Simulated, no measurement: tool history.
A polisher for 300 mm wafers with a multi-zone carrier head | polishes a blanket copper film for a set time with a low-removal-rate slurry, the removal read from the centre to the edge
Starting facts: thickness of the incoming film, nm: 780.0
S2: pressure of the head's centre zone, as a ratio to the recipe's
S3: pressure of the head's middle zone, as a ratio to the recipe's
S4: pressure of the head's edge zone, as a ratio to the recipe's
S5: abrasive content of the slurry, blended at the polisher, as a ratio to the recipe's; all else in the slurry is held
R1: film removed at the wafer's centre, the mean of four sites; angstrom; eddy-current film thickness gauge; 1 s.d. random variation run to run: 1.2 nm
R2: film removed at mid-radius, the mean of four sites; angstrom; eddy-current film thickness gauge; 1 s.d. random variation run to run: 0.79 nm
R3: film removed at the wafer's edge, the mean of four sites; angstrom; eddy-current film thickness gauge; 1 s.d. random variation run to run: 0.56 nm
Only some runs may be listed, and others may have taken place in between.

run 1 hour=0 | flow_of_slurry_(ml/min)=280 S2=1 S3=1 S4=1 S5=1 polishing_time_(s)=56 | R1=1286.9 R2=1262.5 R3=1279.1
run 2 hour=7 | flow_of_slurry_(ml/min)=280 S2=1.09 S3=1 S4=1 S5=1 polishing_time_(s)=56 | R1=1423 R2=1252.4 R3=1301.9
run 3 hour=12.3 | flow_of_slurry_(ml/min)=215 S2=1.09 S3=1 S4=1 S5=1 polishing_time_(s)=56 | R1=1309.7 R2=1219 R3=1258.7
run 4 hour=16.6 | flow_of_slurry_(ml/min)=205 S2=1.04 S3=1 S4=0.97 S5=0.9 polishing_time_(s)=55 | R1=1213.3 R2=1148.2 R3=1183.9
run 5 hour=19.6 | flow_of_slurry_(ml/min)=205 S2=1.04 S3=0.95 S4=0.97 S5=0.9 polishing_time_(s)=55 | R1=1179.5 R2=1098.6 R3=1188.9
run 6 hour=28.5 | flow_of_slurry_(ml/min)=195 S2=0.99 S3=0.98 S4=0.95 S5=0.8 polishing_time_(s)=54 | R1=1099.6 R2=1073.9 R3=1115.5
run 7 hour=35.5 | flow_of_slurry_(ml/min)=190 S2=0.95 S3=1.01 S4=0.94 S5=0.75 polishing_time_(s)=53 | R1=1015.5 R2=1059.4 R3=1067.2
run 8 hour=39.8 | flow_of_slurry_(ml/min)=190 S2=0.92 S3=1.03 S4=0.92 S5=0.7 polishing_time_(s)=53 | R1=968.03 R2=1061.3 R3=1026.7

What does the tool deliver on the next run?
run 9 hour=40.7 | flow_of_slurry_(ml/min)=190 S2=0.9 S3=1.03 S4=0.9 S5=0.65 polishing_time_(s)=53 | R1=? R2=? R3=?

Run 9 gave R1 933.64 angstrom, R2 1023 angstrom, R3 999.09 angstrom.
